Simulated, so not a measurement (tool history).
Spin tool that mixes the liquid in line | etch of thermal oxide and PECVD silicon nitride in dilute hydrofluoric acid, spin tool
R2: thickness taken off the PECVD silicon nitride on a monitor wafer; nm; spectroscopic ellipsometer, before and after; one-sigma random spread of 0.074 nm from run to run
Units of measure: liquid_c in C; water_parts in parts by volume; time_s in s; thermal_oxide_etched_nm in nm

run 1 hour=0 | liquid_c=24 water_parts=95 time_s=180 | thermal_oxide_etched_nm=8.8242 R2=9.1845
run 2 hour=1.4 | liquid_c=24 water_parts=95 time_s=240 | thermal_oxide_etched_nm=11.777 R2=12.069
run 3 hour=4.6 | liquid_c=24 water_parts=95 time_s=265 | thermal_oxide_etched_nm=12.995 R2=13.424
run 4 hour=11.2 | liquid_c=24 water_parts=100 time_s=265 | thermal_oxide_etched_nm=12.27 R2=12.724
run 5 hour=17.4 | liquid_c=21 water_parts=100 time_s=265 | thermal_oxide_etched_nm=10.896 R2=10.44
run 6 hour=21.5 | liquid_c=21 water_parts=100 time_s=295 | thermal_oxide_etched_nm=12.065 R2=11.55
run 7 hour=22 | liquid_c=21.5 water_parts=105 time_s=295 | thermal_oxide_etched_nm=11.657 R2=11.4
run 8 hour=24.9 | liquid_c=22 water_parts=105 time_s=295 | thermal_oxide_etched_nm=11.897 R2=11.77
run 9 hour=25.6 | liquid_c=22.5 water_parts=105 time_s=295 | thermal_oxide_etched_nm=12.203 R2=12.201
run 10 hour=26.9 | liquid_c=23 water_parts=105 time_s=295 | thermal_oxide_etched_nm=12.456 R2=12.708
run 11 hour=33.1 | liquid_c=23.5 water_parts=105 time_s=295 | thermal_oxide_etched_nm=12.599 R2=13.034

Run 12 has not been measured yet. What should we expect?
run 12 hour=36.1 | liquid_c=24.5 water_parts=115 time_s=300 | thermal_oxide_etched_nm=? R2=?

{"run 12": {"thermal_oxide_etched_nm": 12.093, "R2": 13.001}}
